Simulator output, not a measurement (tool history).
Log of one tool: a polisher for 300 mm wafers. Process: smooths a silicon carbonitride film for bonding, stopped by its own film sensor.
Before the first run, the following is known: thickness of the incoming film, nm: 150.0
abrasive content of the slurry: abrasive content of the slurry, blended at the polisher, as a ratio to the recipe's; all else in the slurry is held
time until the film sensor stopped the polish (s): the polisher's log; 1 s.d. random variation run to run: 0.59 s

run	hour	flow of slurry (ml/min)	pressure of the wafer on the pad (psi)	speed of the pad under the wafer (m/s)	abrasive content of the slurry	target thickness at which the film sensor stops the polish (nm)	time until the film sensor stopped the polish (s)
1	0.0	195	1.5	0.94	1.00	129	130.520
2	6.6	195	1.5	0.94	1.15	129	122.480
3	13.2	195	1.5	0.94	1.05	129	127.420
4	17.5	195	1.5	0.94	0.90	129	135.410
5	21.8	175	1.5	0.94	0.90	129	135.140
6	27.8	175	1.7	0.98	0.90	129	121.440
7	36.3	180	1.9	1.06	0.90	129	103.270
8	42.1	185	2.0	1.12	0.90	129	94.341
9	46.6	185	2.1	1.16	0.90	129	88.526
10	48.0	185	2.2	1.20	0.90	129	83.760

Estimate the outcome of run 11 from the log above:
11	55.6	185	2.2	1.24	0.90	129	?

{"run 11": {"time until the film sensor stopped the polish (s)": 82.023}}

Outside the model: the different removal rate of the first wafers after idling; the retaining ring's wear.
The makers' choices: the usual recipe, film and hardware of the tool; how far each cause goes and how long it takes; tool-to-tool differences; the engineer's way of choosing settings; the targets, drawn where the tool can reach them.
